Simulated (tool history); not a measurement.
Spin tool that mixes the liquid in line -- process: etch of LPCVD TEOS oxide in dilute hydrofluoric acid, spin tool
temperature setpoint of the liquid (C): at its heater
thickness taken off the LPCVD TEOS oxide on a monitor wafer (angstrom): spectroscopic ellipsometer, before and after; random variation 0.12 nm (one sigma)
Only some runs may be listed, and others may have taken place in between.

| run | day | temperature setpoint of the liquid (C) | parts of water to one part of 49 % hydrofluoric acid (parts by volume) | time under the liquid (s) | thickness taken off the LPCVD TEOS oxide on a monitor wafer (angstrom) |
|---|---|---|---|---|---|
| 1 | 0 | 22 | 55 | 70 | 252.78 |
| 2 | 0.312 | 21 | 55 | 70 | 241.77 |
| 3 | 0.438 | 21 | 55 | 80 | 277.7 |
| 4 | 0.471 | 21 | 35 | 80 | 440.98 |
| 5 | 0.8 | 24 | 35 | 80 | 504.31 |
| 6 | 0.85 | 21.5 | 45 | 80 | 349.26 |
| 7 | 1.171 | 17.5 | 55 | 80 | 240.41 |

Predict the results of run 8:
| 8 | 1.2 | 17 | 55 | 80 | ? |

Logged for run 8: thickness taken off the LPCVD TEOS oxide on a monitor wafer (angstrom) 235.96.
